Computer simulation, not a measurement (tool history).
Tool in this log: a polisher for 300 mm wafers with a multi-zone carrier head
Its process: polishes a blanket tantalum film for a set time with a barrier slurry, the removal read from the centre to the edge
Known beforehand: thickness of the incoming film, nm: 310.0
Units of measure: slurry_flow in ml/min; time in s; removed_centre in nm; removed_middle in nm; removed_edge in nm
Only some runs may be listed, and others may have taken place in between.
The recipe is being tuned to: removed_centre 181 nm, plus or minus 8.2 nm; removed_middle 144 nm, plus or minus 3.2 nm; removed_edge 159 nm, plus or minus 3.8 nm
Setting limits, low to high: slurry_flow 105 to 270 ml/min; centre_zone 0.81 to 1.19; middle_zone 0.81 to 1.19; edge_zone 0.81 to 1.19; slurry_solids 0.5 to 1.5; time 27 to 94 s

run 1 day=0 | slurry_flow=175 centre_zone=1 middle_zone=1 edge_zone=1 slurry_solids=1 time=60 | removed_centre=134.76 removed_middle=129.66 removed_edge=126.24
run 2 day=0.367 | slurry_flow=175 centre_zone=1 middle_zone=1 edge_zone=1 slurry_solids=1.1 time=60 | removed_centre=141.07 removed_middle=132.28 removed_edge=129.52
run 3 day=0.642 | slurry_flow=190 centre_zone=1.02 middle_zone=0.99 edge_zone=1.05 slurry_solids=1.15 time=60 | removed_centre=147.85 removed_middle=134.6 removed_edge=134.01
run 4 day=0.771 | slurry_flow=195 centre_zone=1.03 middle_zone=0.97 edge_zone=1.08 slurry_solids=1.25 time=61 | removed_centre=153 removed_middle=136.55 removed_edge=141.45
run 5 day=0.792 | slurry_flow=195 centre_zone=1.03 middle_zone=0.97 edge_zone=1.08 slurry_solids=1.1 time=61 | removed_centre=146.54 removed_middle=133.83 removed_edge=136.47
-- day=1.067 centre zone pressure recalibrated
run 6 day=1.067 | slurry_flow=200 centre_zone=1.05 middle_zone=0.96 edge_zone=1.1 slurry_solids=1.2 time=61 | removed_centre=141.29 removed_middle=136.41 removed_edge=140.89
run 7 day=1.133 | slurry_flow=205 centre_zone=0.99 middle_zone=0.95 edge_zone=1.09 slurry_solids=1.3 time=62 | removed_centre=141.21 removed_middle=139.68 removed_edge=144.31
run 8 day=1.4 | slurry_flow=205 centre_zone=1.04 middle_zone=0.95 edge_zone=1.11 slurry_solids=1.35 time=62 | removed_centre=151.85 removed_middle=141.32 removed_edge=149.32
run 9 day=1.55 | slurry_flow=205 centre_zone=1.08 middle_zone=0.95 edge_zone=1.11 slurry_solids=1.4 time=62 | removed_centre=157.32 removed_middle=142.23 removed_edge=148.04
run 10 day=1.633 | slurry_flow=190 centre_zone=1.11 middle_zone=0.94 edge_zone=1.12 slurry_solids=1.45 time=63 | removed_centre=159.38 removed_middle=142.6 removed_edge=152.49

Consider the 5 candidate settings below. Which is the only one whose results all fall within their allowed miss of target?
run A day=1.717 | slurry_flow=220 centre_zone=1.1 middle_zone=0.94 edge_zone=1.15 slurry_solids=1.4 time=63 | removed_centre=? removed_middle=? removed_edge=?
run B day=1.717 | slurry_flow=145 centre_zone=1.19 middle_zone=0.91 edge_zone=1.09 slurry_solids=1.45 time=69 | removed_centre=? removed_middle=? removed_edge=?
run C day=1.717 | slurry_flow=185 centre_zone=0.91 middle_zone=0.91 edge_zone=1.19 slurry_solids=1.45 time=66 | removed_centre=? removed_middle=? removed_edge=?
run D day=1.717 | slurry_flow=180 centre_zone=0.94 middle_zone=0.93 edge_zone=1.19 slurry_solids=1.5 time=65 | removed_centre=? removed_middle=? removed_edge=?
run E day=1.717 | slurry_flow=130 centre_zone=1.03 middle_zone=0.89 edge_zone=1.19 slurry_solids=1.5 time=69 | removed_centre=? removed_middle=? removed_edge=?

move=A removed_centre=161.19 removed_middle=145.15 removed_edge=156.49
move=B removed_centre=177.02 removed_middle=144.58 removed_edge=160.15
move=C removed_centre=136.36 removed_middle=145.28 removed_edge=164.17
move=D removed_centre=138.99 removed_middle=145.97 removed_edge=162.18
move=E removed_centre=149.56 removed_middle=139.28 removed_edge=163.85
A: moves toward the targets from the last run without getting all of them in spec
B: in spec on every target
C: further off than the last run
D: further off than the last run
E: further off than the last run
Move B is the one to make.
